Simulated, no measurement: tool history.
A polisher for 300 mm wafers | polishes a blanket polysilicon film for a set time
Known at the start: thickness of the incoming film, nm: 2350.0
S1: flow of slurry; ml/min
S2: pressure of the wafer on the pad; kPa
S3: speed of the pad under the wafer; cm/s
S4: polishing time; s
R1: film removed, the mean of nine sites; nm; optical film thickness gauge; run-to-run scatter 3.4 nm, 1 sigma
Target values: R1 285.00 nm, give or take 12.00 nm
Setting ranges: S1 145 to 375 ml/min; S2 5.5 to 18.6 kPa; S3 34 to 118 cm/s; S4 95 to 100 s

run,hour,S1,S2,S3,S4,R1
1,0.0,240,11.7,76,95,387.62
2,6.8,240,11.7,76,100,410.42
3,13.5,240,13.8,76,100,473.98
4,14.5,240,11.7,76,100,409.29
5,21.9,240,11.7,76,100,404.54
6,30.9,240,11.7,76,100,405.85
7,32.2,240,11.0,76,100,385.52
8,36.3,240,10.3,76,100,372.51
9,40.7,240,9.7,76,100,345.69
10,48.4,240,9.0,76,100,321.11

Which one of the following 4 next-run settings gets every result inside its allowed miss? There is exactly one.
A,56.1,305,6.9,98,95,?
B,56.1,210,8.3,90,96,?
C,56.1,235,8.3,76,95,?
D,56.1,245,11.7,64,95,?

move,R1
A,310.74
B,324.20
C,279.09
D,326.07
A: moves toward the targets from the last run without getting all of them in spec
B: misses by more than the last run did
C: meets every target
D: misses by more than the last run did
Go with C: it meets all targets.
